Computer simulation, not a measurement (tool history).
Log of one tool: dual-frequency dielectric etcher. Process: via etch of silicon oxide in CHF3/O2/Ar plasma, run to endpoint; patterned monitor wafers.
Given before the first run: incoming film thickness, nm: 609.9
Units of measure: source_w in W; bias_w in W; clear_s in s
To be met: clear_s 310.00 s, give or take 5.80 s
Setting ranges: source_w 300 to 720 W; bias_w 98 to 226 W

run,hour,source_w,bias_w,clear_s
1,0.0,510,162,347.10
2,7.6,550,165,331.04
3,15.4,600,165,318.45
4,23.7,530,165,338.34
5,26.2,440,165,367.10
6,27.6,440,144,386.68
7,29.2,520,147,353.91
8,30.1,560,149,339.38
9,34.2,590,150,329.40
10,41.8,610,151,328.21
11,49.5,630,152,316.50

Which of these 4 next moves meets every target?
A,57.2,690,167,?
B,57.2,710,164,?
C,57.2,600,155,?
D,57.2,680,154,?

move,clear_s
A,301.65
B,299.70
C,328.91
D,311.81
A: takes the result that was furthest off past its target
B: takes the result that was furthest off past its target
C: its largest miss is bigger than the last run's
D: meets every target
So the answer is move D, the one that meets all the targets.
